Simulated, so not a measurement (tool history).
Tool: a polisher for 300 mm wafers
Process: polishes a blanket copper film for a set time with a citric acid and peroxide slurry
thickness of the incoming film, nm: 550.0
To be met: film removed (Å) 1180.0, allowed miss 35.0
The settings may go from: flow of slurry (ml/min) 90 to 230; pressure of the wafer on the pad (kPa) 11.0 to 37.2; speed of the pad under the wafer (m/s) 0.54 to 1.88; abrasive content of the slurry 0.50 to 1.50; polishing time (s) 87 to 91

run  hour  flow of slurry (ml/min)  pressure of the wafer on the pad (kPa)  speed of the pad under the wafer (m/s)  abrasive content of the slurry  polishing time (s)  film removed (Å)
  1   0.0                      150                                    24.1                                    1.20                            1.00                  87            2774.1
  2   5.2                      115                                    24.1                                    1.20                            1.00                  87            2668.3
  3   9.8                      115                                    24.1                                    1.20                            1.00                  91            2729.6
  4  18.1                      115                                    24.1                                    1.20                            1.10                  91            2798.7
  5  21.7                      115                                    21.4                                    1.20                            1.10                  91            2526.2
  6  23.8                      115                                    21.4                                    1.20                            1.10                  87            2364.8
  7  31.2                      115                                    20.0                                    1.16                            1.10                  87            2196.5
  8  32.5                      115                                    20.0                                    1.16                            1.10                  87            2223.8
  9  33.1                      105                                    13.1                                    0.82                            1.05                  87            1074.0
 10  41.0                      140                                    14.5                                    0.82                            1.05                  87            1245.3
 11  49.7                      130                                    14.5                                    0.82                            1.05                  87            1227.1

5 next moves are on the table. One of them brings every result within its allowed miss. Which?
  A  58.4                      115                                    13.1                                    0.92                            0.95                  91                 ?
  B  58.4                       90                                    17.9                                    0.78                            0.80                  90                 ?
  C  58.4                      130                                    12.4                                    0.94                            1.00                  91                 ?
  D  58.4                      120                                    14.5                                    0.76                            1.25                  89                 ?
  E  58.4                      130                                    17.9                                    0.68                            1.20                  87                 ?

move  film removed (Å)
   A            1276.7
   B            1262.3
   C            1296.8
   D            1203.1
   E            1278.0
A: further off than the last run
B: further off than the last run
C: further off than the last run
D: meets every target
E: further off than the last run
The right move is D.
